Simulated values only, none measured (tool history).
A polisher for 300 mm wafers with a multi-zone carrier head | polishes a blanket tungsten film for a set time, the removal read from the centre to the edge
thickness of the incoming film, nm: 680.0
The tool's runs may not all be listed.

| run | hour | flow of slurry (ml/min) | pressure of the head's centre zone | pressure of the head's middle zone | pressure of the head's edge zone | abrasive content of the slurry | polishing time (s) | film removed at the wafer's centre (Å) | film removed at mid-radius (Å) | film removed at the wafer's edge (Å) |
|---|---|---|---|---|---|---|---|---|---|---|
| 1 | 0.0 | 275 | 1.00 | 1.00 | 1.00 | 1.00 | 31 | 1141.20 | 1084.90 | 1135.0 |
| 2 | 2.2 | 275 | 1.00 | 1.00 | 1.00 | 1.00 | 38 | 1368.00 | 1360.80 | 1406.2 |
| 3 | 10.8 | 265 | 0.97 | 0.98 | 1.02 | 0.95 | 36 | 1245.40 | 1258.50 | 1335.7 |
| 4 | 19.2 | 260 | 0.95 | 0.96 | 1.03 | 0.90 | 34 | 1141.00 | 1170.00 | 1231.9 |
| 5 | 23.3 | 250 | 0.93 | 0.94 | 1.05 | 0.95 | 32 | 1068.50 | 1067.80 | 1182.0 |
| 6 | 25.8 | 245 | 0.91 | 0.92 | 1.07 | 0.90 | 31 | 992.49 | 1008.50 | 1128.4 |
| 7 | 32.0 | 240 | 0.90 | 0.91 | 1.09 | 0.90 | 30 | 925.49 | 944.76 | 1098.8 |
| 8 | 40.8 | 240 | 0.89 | 0.90 | 1.10 | 0.85 | 29 | 888.41 | 911.64 | 1070.9 |
| 9 | 49.2 | 240 | 0.88 | 0.89 | 1.10 | 0.80 | 28 | 844.11 | 865.66 | 1013.9 |

Forecast run 10:
| 10 | 51.5 | 240 | 0.88 | 0.89 | 1.10 | 0.80 | 28 | ? | ? | ? |

Run 10 gave film removed at the wafer's centre (Å) 841.29, film removed at mid-radius (Å) 866.09, film removed at the wafer's edge (Å) 1012.9.
